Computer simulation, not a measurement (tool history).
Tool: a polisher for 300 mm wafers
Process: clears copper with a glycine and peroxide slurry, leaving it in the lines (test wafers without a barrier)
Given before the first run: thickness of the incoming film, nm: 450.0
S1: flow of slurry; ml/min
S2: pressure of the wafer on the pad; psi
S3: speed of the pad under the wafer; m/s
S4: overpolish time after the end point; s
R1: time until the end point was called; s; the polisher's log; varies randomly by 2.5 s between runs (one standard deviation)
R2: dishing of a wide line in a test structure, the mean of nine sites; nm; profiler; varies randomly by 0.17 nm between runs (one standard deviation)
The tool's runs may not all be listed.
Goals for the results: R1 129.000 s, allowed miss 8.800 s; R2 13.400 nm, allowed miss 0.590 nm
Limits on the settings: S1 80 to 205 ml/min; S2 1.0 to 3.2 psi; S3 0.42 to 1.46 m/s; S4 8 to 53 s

| run | hour | S1 | S2 | S3 | S4 | R1 | R2 |
|---|---|---|---|---|---|---|---|
| 1 | 0.0 | 135 | 2.1 | 0.94 | 27 | 82.421 | 14.734 |
| 2 | 4.4 | 135 | 2.1 | 0.94 | 36 | 83.988 | 14.476 |
| 3 | 6.6 | 135 | 2.1 | 0.76 | 36 | 94.293 | 15.239 |
| 4 | 15.0 | 135 | 1.8 | 0.76 | 36 | 104.580 | 15.571 |
| 5 | 17.6 | 135 | 1.3 | 0.76 | 36 | 136.680 | 16.111 |
| 6 | 21.7 | 135 | 1.3 | 0.94 | 36 | 114.660 | 15.228 |
| 7 | 25.3 | 100 | 1.0 | 1.12 | 23 | 128.760 | 15.188 |
| 8 | 26.2 | 95 | 1.0 | 1.14 | 20 | 132.000 | 14.574 |
| 9 | 29.2 | 90 | 1.0 | 1.16 | 18 | 124.860 | 14.543 |
| 10 | 34.9 | 105 | 1.0 | 1.34 | 31 | 110.490 | 15.067 |

Consider the 5 candidate settings below. Which is the only one whose results all fall within their allowed miss of target?
| A | 40.6 | 80 | 1.2 | 1.04 | 8 | ? | ? |
| B | 40.6 | 80 | 1.1 | 1.12 | 11 | ? | ? |
| C | 40.6 | 80 | 1.0 | 0.82 | 10 | ? | ? |
| D | 40.6 | 80 | 1.3 | 0.96 | 8 | ? | ? |
| E | 40.6 | 90 | 1.3 | 1.26 | 13 | ? | ? |

| move | R1 | R2 |
|---|---|---|
| A | 127.200 | 11.565 |
| B | 127.790 | 12.909 |
| C | 163.980 | 11.850 |
| D | 127.610 | 11.593 |
| E | 102.450 | 13.648 |
A: pushes the last run's worst result past its target
B: every result lands within tolerance
C: pushes the last run's worst result past its target
D: pushes the last run's worst result past its target
E: puts the biggest miss on target and leaves a different result outside tolerance
Move B is the one to make.

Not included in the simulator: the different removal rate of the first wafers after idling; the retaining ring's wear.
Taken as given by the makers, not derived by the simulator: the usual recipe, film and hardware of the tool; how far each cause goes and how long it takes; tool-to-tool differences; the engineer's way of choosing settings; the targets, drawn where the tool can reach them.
